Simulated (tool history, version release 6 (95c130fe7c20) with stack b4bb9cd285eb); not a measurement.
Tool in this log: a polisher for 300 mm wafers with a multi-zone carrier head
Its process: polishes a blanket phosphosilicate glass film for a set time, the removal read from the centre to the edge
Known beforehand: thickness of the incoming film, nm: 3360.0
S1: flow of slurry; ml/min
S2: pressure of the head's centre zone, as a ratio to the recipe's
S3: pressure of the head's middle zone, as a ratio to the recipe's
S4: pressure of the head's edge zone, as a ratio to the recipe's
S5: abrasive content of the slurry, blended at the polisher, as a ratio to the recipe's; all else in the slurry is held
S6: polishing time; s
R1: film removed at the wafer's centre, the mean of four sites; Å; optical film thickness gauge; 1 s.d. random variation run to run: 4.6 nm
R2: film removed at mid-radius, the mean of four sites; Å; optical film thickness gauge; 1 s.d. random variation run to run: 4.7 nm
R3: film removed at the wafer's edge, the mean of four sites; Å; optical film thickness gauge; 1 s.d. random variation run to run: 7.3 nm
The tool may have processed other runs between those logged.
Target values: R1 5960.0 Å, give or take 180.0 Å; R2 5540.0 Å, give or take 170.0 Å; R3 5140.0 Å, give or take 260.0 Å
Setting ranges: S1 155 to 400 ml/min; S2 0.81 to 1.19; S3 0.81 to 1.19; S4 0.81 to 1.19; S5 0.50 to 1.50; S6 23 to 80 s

run	day	S1	S2	S3	S4	S5	S6	R1	R2	R3
1	0.000	255	1.00	1.00	1.00	1.00	51	4273.1	4324.3	4281.3
2	0.258	270	1.05	1.04	1.03	1.10	51	4640.8	4730.3	4501.6
3	0.396	280	1.09	1.04	1.04	1.20	51	4964.5	4926.1	4764.6
4	0.479	290	1.12	1.05	1.02	1.25	51	5189.6	4984.3	4785.5
5	0.504	250	1.12	1.05	1.02	1.25	51	5098.4	4883.3	4649.5
6	0.875	250	1.12	1.05	1.02	1.05	51	4756.3	4654.5	4325.6
7	1.212	265	1.14	1.06	1.02	1.15	51	5054.3	4818.2	4550.9
8	1.379	280	1.16	1.07	1.01	1.25	51	5334.7	5136.7	4654.1
9	1.583	295	1.17	1.07	1.01	1.30	51	5573.7	5147.5	4827.2
10	1.779	310	1.18	1.08	1.02	1.30	51	5653.6	5241.9	4817.0
11	2.100	320	1.18	1.09	1.04	1.30	51	5700.1	5235.7	4929.1

Of the 4 settings listed for the next run, only one would bring every result within its allowed miss of target. Which one?
A	2.421	390	1.11	1.00	0.91	1.40	55	?	?	?
B	2.421	375	1.07	1.16	1.01	1.15	57	?	?	?
C	2.421	280	1.06	1.14	0.95	1.35	55	?	?	?
D	2.421	345	1.19	1.19	0.85	1.10	56	?	?	?

move	R1	R2	R3
A	6070.8	5510.0	5096.9
B	5639.7	6004.0	5132.7
C	5557.2	5897.6	5003.2
D	5956.8	5881.7	4545.9
A: hits every target within its allowed miss
B: carries the result that was furthest off beyond its target, to the other side
C: carries the result that was furthest off beyond its target, to the other side
D: carries the result that was furthest off beyond its target, to the other side
The right move is A.

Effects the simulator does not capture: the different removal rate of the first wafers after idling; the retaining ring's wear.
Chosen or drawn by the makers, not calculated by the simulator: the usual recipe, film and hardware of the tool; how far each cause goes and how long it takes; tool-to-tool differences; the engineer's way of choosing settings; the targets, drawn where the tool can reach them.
